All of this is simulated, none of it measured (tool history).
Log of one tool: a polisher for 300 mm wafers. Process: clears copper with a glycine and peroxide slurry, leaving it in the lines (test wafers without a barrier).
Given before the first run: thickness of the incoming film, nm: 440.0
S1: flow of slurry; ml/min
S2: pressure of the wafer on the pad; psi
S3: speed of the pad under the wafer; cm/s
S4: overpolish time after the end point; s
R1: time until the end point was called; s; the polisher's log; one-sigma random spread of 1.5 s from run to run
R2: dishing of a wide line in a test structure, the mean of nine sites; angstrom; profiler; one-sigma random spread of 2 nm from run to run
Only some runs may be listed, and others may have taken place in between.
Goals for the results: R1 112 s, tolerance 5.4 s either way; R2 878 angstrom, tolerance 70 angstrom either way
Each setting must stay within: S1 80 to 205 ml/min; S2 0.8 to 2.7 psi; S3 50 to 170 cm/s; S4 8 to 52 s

run	hour	S1	S2	S3	S4	R1	R2
1	0	135	1.7	110	26	159.1	491.7
2	2.5	135	1.8	110	28	157.13	546.34
3	3.6	135	1.9	110	29	147.5	565.05
4	6	135	2	110	30	144.32	614.61
5	14.6	135	2.1	110	31	135.98	626.3
6	21.1	135	1.9	110	31	144.88	594.58
7	26.9	135	2	110	32	143.09	611.75
8	28.3	135	2.1	110	33	139.32	659.34
9	36.5	135	2.2	110	34	134.24	694.58
10	44.5	135	2.3	110	35	127.67	727.11
11	47.2	135	2.3	110	36	127.73	719.5
12	49.8	135	2.3	110	37	129.6	745.93

Exercise: of the 4 proposed moves below, exactly one satisfies all targets within the stated allowed misses. Which move is it?
A	52.4	110	2.2	132	35	?	?
B	52.4	150	2.6	130	27	?	?
C	52.4	165	2.1	138	40	?	?
D	52.4	125	2.1	104	48	?	?

move	R1	R2
A	118.01	714.11
B	98.655	685.67
C	108.13	813.34
D	143.27	779.91
A: gains on the last run, yet a result remains outside its allowed miss
B: pushes the last run's worst result past its target
C: meets every target
D: the biggest miss grows against the last run
Correct choice: C, which meets every target
